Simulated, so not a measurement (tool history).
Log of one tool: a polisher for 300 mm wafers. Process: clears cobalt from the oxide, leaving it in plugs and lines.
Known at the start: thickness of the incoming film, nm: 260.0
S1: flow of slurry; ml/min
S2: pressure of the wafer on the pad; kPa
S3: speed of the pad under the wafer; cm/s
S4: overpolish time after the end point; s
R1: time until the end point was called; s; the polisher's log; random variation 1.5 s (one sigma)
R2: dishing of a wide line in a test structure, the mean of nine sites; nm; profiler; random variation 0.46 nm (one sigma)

run	day	S1	S2	S3	S4	R1	R2
1	0.000	170	10.3	100	30	71.277	56.316
2	0.146	135	10.3	100	30	76.703	55.309
3	0.200	135	9.0	100	30	84.335	51.570
4	0.512	135	6.9	100	30	99.979	46.941
5	0.650	175	6.9	100	30	95.779	47.782
6	0.733	175	6.9	90	30	104.460	46.315
7	0.896	180	6.9	90	28	104.930	43.632
8	1.100	185	6.9	90	27	108.620	41.912
9	1.162	185	6.9	90	26	107.680	42.178
10	1.292	185	6.9	90	25	102.200	41.461
11	1.667	185	6.9	90	24	104.560	39.734
12	1.879	190	7.6	90	23	100.060	41.445

Run 13 comes next. What will it give?
13	2.233	190	7.6	90	22	?	?

R1: 95.908 s
R2: 39.367 nm
